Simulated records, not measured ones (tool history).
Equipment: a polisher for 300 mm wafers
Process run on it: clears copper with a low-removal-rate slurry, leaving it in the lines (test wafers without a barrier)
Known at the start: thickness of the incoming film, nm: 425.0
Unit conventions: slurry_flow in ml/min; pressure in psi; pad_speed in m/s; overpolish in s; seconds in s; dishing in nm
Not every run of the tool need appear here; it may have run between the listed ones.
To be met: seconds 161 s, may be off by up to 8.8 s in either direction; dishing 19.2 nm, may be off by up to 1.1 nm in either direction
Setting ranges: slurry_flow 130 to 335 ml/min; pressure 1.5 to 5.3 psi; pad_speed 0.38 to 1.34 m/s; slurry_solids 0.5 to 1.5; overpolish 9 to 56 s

run	day	slurry_flow	pressure	pad_speed	slurry_solids	overpolish	seconds	dishing
1	0	215	3.4	0.86	1	29	129.88	44.401
2	0.1	215	3.4	0.86	1	18	129.77	32.009
3	0.312	215	3.1	0.88	1	16	137.35	27.313
4	0.604	215	3.9	0.88	1	16	111.36	32.738
5	0.808	260	3.9	0.88	1	16	107.35	34.088
6	1.021	245	3.5	0.9	1	14	120.82	27.653
7	1.054	245	3.3	0.9	1	13	128.61	25.791
8	1.296	245	3.1	0.9	1	12	133.17	22.669
9	1.325	245	3	0.9	1	12	137.5	21.508
10	1.483	245	2.9	0.9	1	12	144.58	21.201
11	1.529	245	2.8	0.9	1	12	146	20.467
12	1.7	245	2.4	0.9	1	13	172.53	19.303

Which single option among these 5 for the next run brings every result within its allowed miss of target? Just one does.
A	1.871	335	2.5	1.08	1	9	?	?
B	1.871	255	2.2	1.04	1.05	14	?	?
C	1.871	180	2.1	1.04	1.5	12	?	?
D	1.871	205	2.1	1	1	14	?	?
E	1.871	215	2	0.92	1.2	14	?	?

move	seconds	dishing
A	133.23	17.145
B	158.58	21.44
C	162.18	18.449
D	177.03	19.521
E	194.83	17.964
A: takes the result that was furthest off past its target
B: brings the last run's worst result on target, with another outside its allowed miss
C: every result within its allowed miss
D: further off than the last run
E: further off than the last run
So the answer is move C, the one that meets all the targets.
